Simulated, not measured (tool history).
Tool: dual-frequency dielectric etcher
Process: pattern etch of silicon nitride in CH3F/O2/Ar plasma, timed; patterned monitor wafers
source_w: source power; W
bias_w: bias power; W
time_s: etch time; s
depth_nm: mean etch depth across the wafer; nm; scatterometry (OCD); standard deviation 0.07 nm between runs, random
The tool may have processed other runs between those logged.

Run 1, hour 0: source_w 310 W, bias_w 96 W, time_s 37 s. Result: depth_nm 25.628 nm.
Run 2, hour 4.7: source_w 330 W, bias_w 96 W, time_s 37 s. Result: depth_nm 26.091 nm.
Run 3, hour 12.9: source_w 310 W, bias_w 96 W, time_s 37 s. Result: depth_nm 25.591 nm.
Run 4, hour 16.1: source_w 310 W, bias_w 96 W, time_s 33.5 s. Result: depth_nm 23.325 nm.
Run 5, hour 24.2: source_w 340 W, bias_w 97 W, time_s 33.5 s. Result: depth_nm 23.835 nm.
Run 6, hour 32.4: source_w 340 W, bias_w 103 W, time_s 33.5 s. Result: depth_nm 24.648 nm.
Run 7, hour 36.4: source_w 360 W, bias_w 107 W, time_s 33.5 s. Result: depth_nm 25.393 nm.
Run 8, hour 42.8: source_w 380 W, bias_w 110 W, time_s 33.5 s. Result: depth_nm 26.239 nm.
Run 9, hour 51.3: source_w 390 W, bias_w 111 W, time_s 33.5 s. Result: depth_nm 26.609 nm.
Run 10, hour 53.6: source_w 400 W, bias_w 112 W, time_s 33.5 s. Result: depth_nm 26.859 nm.
Run 11, hour 57.9: source_w 410 W, bias_w 113 W, time_s 33.5 s. Result: depth_nm 27.267 nm.
Run 12, hour 65.7: source_w 420 W, bias_w 113 W, time_s 33.5 s. Result: depth_nm 27.285 nm.

Run 13 comes next. What will it give?
Run 13, hour 74.2: source_w 420 W, bias_w 114 W, time_s 33.5 s. Result: depth_nm ?.

Run 13 yielded depth_nm 27.495 nm.

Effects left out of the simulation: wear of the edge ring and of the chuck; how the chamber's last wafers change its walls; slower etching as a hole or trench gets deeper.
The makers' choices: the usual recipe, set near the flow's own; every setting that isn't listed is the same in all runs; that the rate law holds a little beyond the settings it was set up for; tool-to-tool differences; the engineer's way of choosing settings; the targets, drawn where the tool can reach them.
